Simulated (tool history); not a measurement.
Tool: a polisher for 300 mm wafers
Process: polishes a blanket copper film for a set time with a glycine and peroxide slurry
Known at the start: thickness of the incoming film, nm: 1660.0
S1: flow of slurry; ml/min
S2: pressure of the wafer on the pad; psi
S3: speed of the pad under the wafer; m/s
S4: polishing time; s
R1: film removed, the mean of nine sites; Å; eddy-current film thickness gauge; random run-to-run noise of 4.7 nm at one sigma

Run 1, hour 0: S1 230 ml/min, S2 2.8 psi, S3 1.16 m/s, S4 69 s. Result: R1 4026.7 Å.
Run 2, hour 2: S1 230 ml/min, S2 2.8 psi, S3 1.16 m/s, S4 72 s. Result: R1 4188.2 Å.
Run 3, hour 4.6: S1 230 ml/min, S2 2.9 psi, S3 1.16 m/s, S4 72 s. Result: R1 4223.8 Å.
Run 4, hour 9.2: S1 230 ml/min, S2 3.1 psi, S3 1.16 m/s, S4 72 s. Result: R1 4374.5 Å.
Run 5, hour 12.7: S1 275 ml/min, S2 3.1 psi, S3 1.16 m/s, S4 72 s. Result: R1 4354.5 Å.
Run 6, hour 16.8: S1 275 ml/min, S2 3.2 psi, S3 1.16 m/s, S4 72 s. Result: R1 4521.2 Å.
Run 7, hour 25.2: S1 275 ml/min, S2 3.3 psi, S3 1.16 m/s, S4 72 s. Result: R1 4562.2 Å.

Run 8 is up next; what results do you expect?
Run 8, hour 26.1: S1 275 ml/min, S2 3.4 psi, S3 1.16 m/s, S4 72 s. Result: R1 ?.

Run 8 produced R1 4722.7 Å.
